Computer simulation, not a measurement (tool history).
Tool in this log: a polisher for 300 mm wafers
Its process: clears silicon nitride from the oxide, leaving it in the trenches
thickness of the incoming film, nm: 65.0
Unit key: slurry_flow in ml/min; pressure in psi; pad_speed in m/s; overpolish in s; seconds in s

{"run": 1, "hour": 0.0, "slurry_flow": 180, "pressure": 3.0, "pad_speed": 0.9, "overpolish": 4, "seconds": 92.644}
{"run": 2, "hour": 6.6, "slurry_flow": 180, "pressure": 3.0, "pad_speed": 0.82, "overpolish": 4, "seconds": 102.35}
{"run": 3, "hour": 11.7, "slurry_flow": 180, "pressure": 3.6, "pad_speed": 0.82, "overpolish": 4, "seconds": 86.011}
{"run": 4, "hour": 15.8, "slurry_flow": 180, "pressure": 3.7, "pad_speed": 0.82, "overpolish": 4, "seconds": 83.081}
{"run": 5, "hour": 23.9, "slurry_flow": 180, "pressure": 3.7, "pad_speed": 0.72, "overpolish": 4, "seconds": 94.542}
{"run": 6, "hour": 27.2, "slurry_flow": 165, "pressure": 3.7, "pad_speed": 0.72, "overpolish": 4, "seconds": 94.202}
{"run": 7, "hour": 32.2, "slurry_flow": 165, "pressure": 3.8, "pad_speed": 0.72, "overpolish": 4, "seconds": 91.393}
{"run": 8, "hour": 40.2, "slurry_flow": 165, "pressure": 3.9, "pad_speed": 0.72, "overpolish": 4, "seconds": 90.132}
{"run": 9, "hour": 43.4, "slurry_flow": 165, "pressure": 4.0, "pad_speed": 0.72, "overpolish": 4, "seconds": 88.04}

Forecast run 10:
{"run": 10, "hour": 46.6, "slurry_flow": 165, "pressure": 4.1, "pad_speed": 0.72, "overpolish": 4, "seconds": "?"}

For run 10 the tool returned seconds 86.403 s.

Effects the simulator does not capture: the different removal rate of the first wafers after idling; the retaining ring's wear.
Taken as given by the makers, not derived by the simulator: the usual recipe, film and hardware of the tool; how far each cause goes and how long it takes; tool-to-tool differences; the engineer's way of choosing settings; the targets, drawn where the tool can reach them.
